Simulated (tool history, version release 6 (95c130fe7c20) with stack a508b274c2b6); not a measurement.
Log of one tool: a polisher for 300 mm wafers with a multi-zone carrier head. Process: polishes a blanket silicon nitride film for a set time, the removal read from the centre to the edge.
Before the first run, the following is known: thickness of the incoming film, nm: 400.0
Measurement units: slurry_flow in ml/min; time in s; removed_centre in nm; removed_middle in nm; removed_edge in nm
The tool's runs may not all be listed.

run,hour,slurry_flow,centre_zone,middle_zone,edge_zone,time,removed_centre,removed_middle,removed_edge
1,0.0,165,1.00,1.00,1.00,47,115.69,121.03,117.03
2,2.1,170,1.00,1.01,1.02,48,117.05,123.93,122.85
3,8.0,175,1.01,1.03,1.03,49,124.52,130.28,122.36
4,13.7,175,1.01,1.03,1.03,53,133.80,142.74,132.78
5,17.7,175,1.01,1.03,1.09,53,133.94,139.72,139.07
6,19.8,180,1.01,1.04,1.10,53,134.82,143.37,138.67

Forecast run 7:
7,28.0,185,1.01,1.04,1.11,53,?,?,?

Run 7 came out at removed_centre 134.80 nm, removed_middle 144.45 nm, removed_edge 141.92 nm.
